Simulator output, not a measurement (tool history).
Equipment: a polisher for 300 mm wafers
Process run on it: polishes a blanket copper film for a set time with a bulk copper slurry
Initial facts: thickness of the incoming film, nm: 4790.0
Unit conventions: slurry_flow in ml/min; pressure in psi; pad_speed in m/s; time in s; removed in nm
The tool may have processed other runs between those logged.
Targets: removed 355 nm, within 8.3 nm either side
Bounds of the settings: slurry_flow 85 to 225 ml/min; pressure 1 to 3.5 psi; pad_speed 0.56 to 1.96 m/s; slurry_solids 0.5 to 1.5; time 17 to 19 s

run	hour	slurry_flow	pressure	pad_speed	slurry_solids	time	removed
1	0	145	2.2	1.26	1	19	212.24
2	1.4	155	2.4	1.26	1	19	227.71
3	5.9	155	2.6	1.26	1	19	249.04
4	14.3	155	2.8	1.26	1	19	262.2
5	17.8	155	2.8	1.16	1	19	242.12
6	18.9	160	3	1.18	1	19	262.46
7	20.6	160	3.1	1.22	1	19	280.95
8	25.2	165	3.2	1.24	1	19	295.35
9	33.6	165	3.3	1.26	1	19	306.9
10	34.3	165	3.3	1.28	1	19	313.84
11	39.9	165	3.3	1.28	1	19	313.12
12	43.1	165	3.3	1.3	1	19	322.3
13	44.8	205	3.4	1.3	1	19	338.23

Which of these 5 next moves meets every target?
A	46.5	225	3.4	1.36	0.95	19	?
B	46.5	150	3.5	1.24	1.15	19	?
C	46.5	195	3.1	1.34	0.95	19	?
D	46.5	180	3.1	1.42	0.95	19	?
E	46.5	205	2.7	1.54	1.1	19	?

move	removed
A	353.18
B	323.77
C	314.79
D	329.26
E	330.34
A: every result within its allowed miss
B: its largest miss is bigger than the last run's
C: its largest miss is bigger than the last run's
D: its largest miss is bigger than the last run's
E: its largest miss is bigger than the last run's
A meets every target.

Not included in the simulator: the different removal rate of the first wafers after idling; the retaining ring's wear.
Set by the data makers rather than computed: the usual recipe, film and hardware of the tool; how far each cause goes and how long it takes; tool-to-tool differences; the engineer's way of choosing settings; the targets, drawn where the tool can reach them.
